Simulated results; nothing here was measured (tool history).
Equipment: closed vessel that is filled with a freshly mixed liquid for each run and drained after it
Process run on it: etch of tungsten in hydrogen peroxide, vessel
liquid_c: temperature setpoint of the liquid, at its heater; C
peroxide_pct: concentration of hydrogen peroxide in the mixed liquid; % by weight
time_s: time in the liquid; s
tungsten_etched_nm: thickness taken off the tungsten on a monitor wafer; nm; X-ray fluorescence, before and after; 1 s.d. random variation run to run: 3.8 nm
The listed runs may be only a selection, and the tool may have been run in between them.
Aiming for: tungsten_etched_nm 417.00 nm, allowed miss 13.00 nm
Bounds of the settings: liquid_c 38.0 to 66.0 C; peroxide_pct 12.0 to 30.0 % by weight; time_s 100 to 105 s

| run | hour | liquid_c | peroxide_pct | time_s | tungsten_etched_nm |
|---|---|---|---|---|---|
| 1 | 0.0 | 54.0 | 21.0 | 100 | 359.47 |
| 2 | 8.2 | 55.0 | 21.0 | 100 | 375.00 |
| 3 | 13.0 | 55.0 | 16.5 | 100 | 330.01 |
| 4 | 16.8 | 56.0 | 16.5 | 100 | 349.46 |
| 5 | 24.1 | 56.0 | 12.5 | 100 | 307.47 |
| 6 | 28.3 | 56.0 | 12.5 | 105 | 322.89 |
| 7 | 36.5 | 57.5 | 12.5 | 105 | 354.98 |
| 8 | 43.8 | 58.5 | 12.5 | 105 | 374.29 |
| 9 | 46.5 | 59.0 | 12.5 | 105 | 384.96 |

Which single option among these 4 for the next run brings every result within its allowed miss of target? Just one does.
| A | 49.2 | 60.0 | 13.0 | 105 | ? |
| B | 49.2 | 60.0 | 12.0 | 100 | ? |
| C | 49.2 | 58.5 | 13.5 | 105 | ? |
| D | 49.2 | 59.0 | 14.0 | 100 | ? |

| move | tungsten_etched_nm |
|---|---|
| A | 413.25 |
| B | 378.13 |
| C | 386.17 |
| D | 385.54 |
A: all results land within tolerance of their targets
B: lands further from the targets than the last run did
C: about the same distance from the targets as the last run
D: about the same distance from the targets as the last run
The right move is A.
